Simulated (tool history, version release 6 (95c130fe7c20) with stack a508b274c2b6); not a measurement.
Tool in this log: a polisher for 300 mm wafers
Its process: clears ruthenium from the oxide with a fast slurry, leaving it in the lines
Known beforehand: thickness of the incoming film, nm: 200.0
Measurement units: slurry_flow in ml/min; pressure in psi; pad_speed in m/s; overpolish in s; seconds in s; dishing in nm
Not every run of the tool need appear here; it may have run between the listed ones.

run 1 hour=0 | slurry_flow=265 pressure=3 pad_speed=1.24 slurry_solids=1 overpolish=18 | seconds=45.08 dishing=71.225
run 2 hour=1.9 | slurry_flow=265 pressure=3 pad_speed=1.24 slurry_solids=1.1 overpolish=18 | seconds=43.885 dishing=74.661
run 3 hour=3.8 | slurry_flow=265 pressure=3.1 pad_speed=1.24 slurry_solids=1 overpolish=16 | seconds=43.353 dishing=65.879
run 4 hour=8.5 | slurry_flow=265 pressure=3.1 pad_speed=1.02 slurry_solids=1 overpolish=16 | seconds=53.474 dishing=55.467
run 5 hour=14.8 | slurry_flow=265 pressure=3.1 pad_speed=1.18 slurry_solids=1 overpolish=16 | seconds=46.067 dishing=64.781
run 6 hour=15.8 | slurry_flow=265 pressure=3.1 pad_speed=1.18 slurry_solids=1.2 overpolish=16 | seconds=42.68 dishing=70.105
run 7 hour=20.5 | slurry_flow=265 pressure=3.1 pad_speed=1.18 slurry_solids=1.2 overpolish=16 | seconds=41.726 dishing=68.021
run 8 hour=23.5 | slurry_flow=270 pressure=3.2 pad_speed=1.14 slurry_solids=1.25 overpolish=14 | seconds=42.284 dishing=63.551
run 9 hour=24.3 | slurry_flow=255 pressure=3.3 pad_speed=1.16 slurry_solids=1.15 overpolish=13 | seconds=41.888 dishing=57.478
run 10 hour=28.6 | slurry_flow=240 pressure=3.5 pad_speed=1.16 slurry_solids=1.1 overpolish=12 | seconds=40.53 dishing=55.054
run 11 hour=29.9 | slurry_flow=165 pressure=4.3 pad_speed=1.28 slurry_solids=0.85 overpolish=5 | seconds=36.877 dishing=26.435
run 12 hour=36.4 | slurry_flow=175 pressure=4.3 pad_speed=1.28 slurry_solids=0.85 overpolish=5 | seconds=36.511 dishing=26.842
run 13 hour=39.2 | slurry_flow=185 pressure=4.3 pad_speed=1.28 slurry_solids=0.85 overpolish=5 | seconds=36.745 dishing=26.893

Forecast run 14:
run 14 hour=41.7 | slurry_flow=195 pressure=4.3 pad_speed=1.28 slurry_solids=0.85 overpolish=5 | seconds=? dishing=?

Run 14 measured seconds 36.472 s, dishing 27.741 nm.
